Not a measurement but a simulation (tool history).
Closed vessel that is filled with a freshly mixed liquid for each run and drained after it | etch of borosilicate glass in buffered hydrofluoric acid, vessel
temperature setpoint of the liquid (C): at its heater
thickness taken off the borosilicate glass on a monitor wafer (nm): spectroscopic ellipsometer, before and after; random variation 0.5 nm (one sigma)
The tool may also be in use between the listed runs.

run,hour,temperature setpoint of the liquid (C),parts of 40 % ammonium fluoride to one part of 49 % hydrofluoric acid (parts by volume),time in the liquid (s),thickness taken off the borosilicate glass on a monitor wafer (nm)
1,0.0,24.0,15.5,30,24.962
2,3.0,24.0,19.0,30,20.373
3,11.4,26.0,16.5,30,25.627
4,14.1,26.0,12.5,30,34.484
5,16.0,24.0,12.5,30,30.841
6,22.0,24.0,10.5,30,37.044
7,28.2,26.0,10.0,30,43.153
8,33.6,27.0,10.0,30,44.408
9,41.6,28.0,10.0,30,47.246
10,45.8,29.0,10.0,30,49.606

Forecast run 11:
11,51.0,29.5,10.0,30,?

Run 11 gave thickness taken off the borosilicate glass on a monitor wafer (nm) 51.679.

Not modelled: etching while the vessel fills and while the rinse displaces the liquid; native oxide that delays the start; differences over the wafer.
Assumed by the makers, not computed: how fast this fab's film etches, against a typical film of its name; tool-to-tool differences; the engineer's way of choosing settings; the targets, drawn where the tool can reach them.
